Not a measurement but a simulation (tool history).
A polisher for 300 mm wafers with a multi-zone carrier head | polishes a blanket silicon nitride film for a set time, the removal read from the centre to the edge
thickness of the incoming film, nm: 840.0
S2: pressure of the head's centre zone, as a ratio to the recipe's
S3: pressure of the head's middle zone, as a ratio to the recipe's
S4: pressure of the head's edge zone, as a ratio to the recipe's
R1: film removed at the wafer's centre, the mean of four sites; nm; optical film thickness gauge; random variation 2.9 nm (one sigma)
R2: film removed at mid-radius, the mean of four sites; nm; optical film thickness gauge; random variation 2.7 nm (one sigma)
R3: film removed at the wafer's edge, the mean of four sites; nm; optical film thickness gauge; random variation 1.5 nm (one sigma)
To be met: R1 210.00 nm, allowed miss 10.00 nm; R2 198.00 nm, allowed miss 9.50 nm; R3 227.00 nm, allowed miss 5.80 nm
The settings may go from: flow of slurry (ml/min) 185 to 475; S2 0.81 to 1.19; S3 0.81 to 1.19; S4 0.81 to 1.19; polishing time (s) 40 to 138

Run 1, day 0.000: flow of slurry (ml/min) 305, S2 1.00, S3 1.00, S4 1.00, polishing time (s) 88. Result: R1 168.30 nm, R2 169.30 nm, R3 165.77 nm.
Run 2, day 0.104: flow of slurry (ml/min) 305, S2 1.00, S3 0.98, S4 1.04, polishing time (s) 93. Result: R1 178.09 nm, R2 175.97 nm, R3 177.01 nm.
Run 3, day 0.333: flow of slurry (ml/min) 305, S2 0.99, S3 0.96, S4 1.07, polishing time (s) 98. Result: R1 183.88 nm, R2 183.47 nm, R3 188.83 nm.
Run 4, day 0.583: flow of slurry (ml/min) 305, S2 0.99, S3 0.88, S4 1.07, polishing time (s) 98. Result: R1 185.74 nm, R2 175.44 nm, R3 189.12 nm.
Run 5, day 0.617: flow of slurry (ml/min) 305, S2 0.99, S3 0.87, S4 1.10, polishing time (s) 101. Result: R1 190.86 nm, R2 181.24 nm, R3 198.15 nm.
Run 6, day 0.904: flow of slurry (ml/min) 305, S2 0.99, S3 0.83, S4 1.10, polishing time (s) 101. Result: R1 191.25 nm, R2 176.18 nm, R3 198.42 nm.
Run 7, day 0.954: flow of slurry (ml/min) 310, S2 0.99, S3 0.83, S4 1.12, polishing time (s) 103. Result: R1 195.61 nm, R2 177.42 nm, R3 203.59 nm.
Run 8, day 1.242: flow of slurry (ml/min) 310, S2 0.99, S3 0.84, S4 1.13, polishing time (s) 105. Result: R1 201.23 nm, R2 182.39 nm, R3 208.93 nm.
Run 9, day 1.471: flow of slurry (ml/min) 310, S2 0.98, S3 0.85, S4 1.14, polishing time (s) 107. Result: R1 200.18 nm, R2 187.07 nm, R3 216.87 nm.
Run 10, day 1.538: flow of slurry (ml/min) 310, S2 0.98, S3 0.86, S4 1.15, polishing time (s) 108. Result: R1 200.16 nm, R2 193.36 nm, R3 215.45 nm.
Run 11, day 1.579: flow of slurry (ml/min) 315, S2 0.98, S3 0.85, S4 1.16, polishing time (s) 109. Result: R1 211.03 nm, R2 192.20 nm, R3 220.72 nm.

4 next moves are on the table. One of them brings every result within its allowed miss. Which?
Run A, day 1.621: flow of slurry (ml/min) 295, S2 0.98, S3 0.93, S4 1.10, polishing time (s) 108. Result: R1 ?, R2 ?, R3 ?.
Run B, day 1.621: flow of slurry (ml/min) 335, S2 0.97, S3 0.86, S4 1.17, polishing time (s) 112. Result: R1 ?, R2 ?, R3 ?.
Run C, day 1.621: flow of slurry (ml/min) 185, S2 0.86, S3 0.95, S4 1.07, polishing time (s) 116. Result: R1 ?, R2 ?, R3 ?.
Run D, day 1.621: flow of slurry (ml/min) 240, S2 1.01, S3 0.83, S4 1.15, polishing time (s) 108. Result: R1 ?, R2 ?, R3 ?.

move      R1      R2      R3
   A  203.91  197.01  211.09
   B  212.07  198.07  228.19
   C  180.04  201.67  213.65
   D  204.62  180.85  212.38
A: further off than the last run
B: meets every target
C: further off than the last run
D: further off than the last run
Answer: B

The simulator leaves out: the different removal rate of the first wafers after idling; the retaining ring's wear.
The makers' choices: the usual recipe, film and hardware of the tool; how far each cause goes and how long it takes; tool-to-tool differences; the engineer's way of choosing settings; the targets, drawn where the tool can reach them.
